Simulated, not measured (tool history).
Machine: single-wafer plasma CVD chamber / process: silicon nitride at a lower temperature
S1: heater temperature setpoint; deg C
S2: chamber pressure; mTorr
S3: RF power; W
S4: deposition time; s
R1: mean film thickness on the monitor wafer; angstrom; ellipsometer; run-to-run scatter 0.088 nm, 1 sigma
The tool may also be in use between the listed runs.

run  hour   S1    S2   S3    S4      R1
  1   0.0  365  1190  330  15.4  162.36
  2   5.4  365  1190  305  15.4  155.57
  3   8.2  365  1190  325  15.4  162.46
  4  10.7  365  1120  320  15.4  158.10
  5  12.2  365  1120  345  15.4  165.30
  6  21.2  365  1260  345  15.4  171.77

Predict the results of run 7:
  7  23.6  365  1150  340  15.4   ?

{"run 7": {"R1": 167.37}}
